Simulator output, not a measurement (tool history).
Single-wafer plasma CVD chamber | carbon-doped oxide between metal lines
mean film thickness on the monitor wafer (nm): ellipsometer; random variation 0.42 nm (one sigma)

run,hour,heater temperature setpoint (K),chamber pressure (mTorr),RF power (kW),deposition time (s),mean film thickness on the monitor wafer (nm)
1,0,628.15,5020,0.435,15.9,78.246
2,2.1,630.15,4810,0.425,15.9,75.845
3,9.2,630.15,4810,0.485,15.9,83.424
4,14.5,630.15,4810,0.485,15.9,83.873
5,21.4,630.15,4810,0.485,15.9,83.596
6,28.6,632.15,4560,0.47,15.9,80.988
7,35.2,633.15,4450,0.455,15.9,78.723
8,38,634.15,4350,0.44,15.9,75.254
9,42.9,636.15,4210,0.44,15.9,75.266

Run 10 comes next. What will it give?
10,45.2,637.15,4070,0.435,15.9,?

{"run 10": {"mean film thickness on the monitor wafer (nm)": 74.244}}
